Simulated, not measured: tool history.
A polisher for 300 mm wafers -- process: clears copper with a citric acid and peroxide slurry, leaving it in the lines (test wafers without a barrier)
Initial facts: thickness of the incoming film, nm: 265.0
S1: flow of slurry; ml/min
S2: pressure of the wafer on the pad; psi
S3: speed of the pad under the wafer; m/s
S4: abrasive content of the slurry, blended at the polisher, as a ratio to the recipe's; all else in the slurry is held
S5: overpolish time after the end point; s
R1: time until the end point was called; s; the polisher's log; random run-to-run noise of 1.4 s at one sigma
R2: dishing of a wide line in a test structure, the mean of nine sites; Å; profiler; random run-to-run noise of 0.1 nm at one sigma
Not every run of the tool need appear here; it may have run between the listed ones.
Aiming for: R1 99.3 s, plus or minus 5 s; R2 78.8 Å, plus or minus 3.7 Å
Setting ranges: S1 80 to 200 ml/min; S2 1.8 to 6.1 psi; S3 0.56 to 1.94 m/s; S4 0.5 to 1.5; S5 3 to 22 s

run	hour	S1	S2	S3	S4	S5	R1	R2
1	0	130	3.9	1.24	1	11	89.936	175.41
2	2.1	130	3.9	1.24	1.15	11	88.65	179
3	7.1	130	3.9	1.34	1.15	11	80.484	183.98
4	14.4	130	3.9	1.18	1.15	11	90.701	171.85
5	21.4	130	3.9	1.18	1.05	11	92.637	174.54
6	27.2	130	3.3	1.18	1.05	11	108.91	156.3
7	30.6	145	2.2	1.54	1.05	5	126.05	76.125
8	37	145	2.3	1.56	1.05	5	120.74	79.012
9	37.7	145	2.4	1.58	1.05	5	116.66	82.157
10	43.5	145	2.4	1.6	1.05	5	117.62	81.231
11	44.1	155	3	1.64	1.05	3	91.297	64.879
12	51.2	150	3	1.64	1.05	3	91.654	67.072
13	53.1	145	3	1.64	1.05	3	90.713	65.989

Which of these 4 next moves meets every target?
A	55	115	2.7	1.94	1.1	4	?	?
B	55	125	2.9	1.56	1.15	4	?	?
C	55	140	3	1.66	1.2	4	?	?
D	55	145	2.9	1.76	1	4	?	?

move	R1	R2
A	91.215	87.553
B	99.359	81.692
C	89.15	89.326
D	91.549	87.374
A: the result that was furthest off in the last run now lies on the other side of its target
B: each result inside its tolerance
C: the result that was furthest off in the last run now lies on the other side of its target
D: the result that was furthest off in the last run now lies on the other side of its target
The move that meets every target is B.
